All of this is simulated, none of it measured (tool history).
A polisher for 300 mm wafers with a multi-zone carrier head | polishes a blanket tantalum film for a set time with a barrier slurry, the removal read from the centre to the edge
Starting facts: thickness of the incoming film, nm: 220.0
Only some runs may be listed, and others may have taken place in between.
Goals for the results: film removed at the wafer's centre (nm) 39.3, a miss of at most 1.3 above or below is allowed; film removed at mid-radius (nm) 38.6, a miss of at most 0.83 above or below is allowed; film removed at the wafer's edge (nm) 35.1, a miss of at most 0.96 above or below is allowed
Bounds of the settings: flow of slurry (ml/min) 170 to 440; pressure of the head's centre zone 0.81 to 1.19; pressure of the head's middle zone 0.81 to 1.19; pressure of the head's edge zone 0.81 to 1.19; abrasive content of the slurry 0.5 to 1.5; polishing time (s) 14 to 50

run	hour	flow of slurry (ml/min)	pressure of the head's centre zone	pressure of the head's middle zone	pressure of the head's edge zone	abrasive content of the slurry	polishing time (s)	film removed at the wafer's centre (nm)	film removed at mid-radius (nm)	film removed at the wafer's edge (nm)
1	0	280	1	1	1	1	32	66.099	69.275	67.559
2	4	280	1	1	0.98	0.95	30	62.375	63.212	61.384
3	9.6	280	1	1	0.98	0.95	33	66.987	70.712	67.553
4	15.4	280	1	1	1.03	0.95	33	68.728	68.662	69.294
5	24.1	280	1	0.99	1.01	0.9	31	62.255	63.73	62.824
6	29.7	280	1	0.98	0.99	0.85	30	59.464	59.945	60.016
7	31.3	280	1.01	0.98	0.97	0.8	29	56.278	56.317	56.122
8	35.2	280	1.02	0.99	0.95	0.75	28	53.924	53.979	52.043

Consider the 4 candidate settings below. Which is the only one whose results all fall within their allowed miss of target?
A	39.1	250	1.09	0.89	0.99	0.7	22	?	?	?
B	39.1	245	1.14	1.07	0.93	0.8	33	?	?	?
C	39.1	290	1.06	1.01	0.88	0.7	20	?	?	?
D	39.1	290	1.09	0.81	1.07	0.55	24	?	?	?

move	film removed at the wafer's centre (nm)	film removed at mid-radius (nm)	film removed at the wafer's edge (nm)
A	43.479	37.376	40.78
B	71.784	68.777	62.379
C	38.996	38.259	35.467
D	43.154	34.307	41.858
A: the result that was furthest off in the last run now lies on the other side of its target
B: misses by more than the last run did
C: every result within its allowed miss
D: the result that was furthest off in the last run now lies on the other side of its target
Correct choice: C, which meets every target
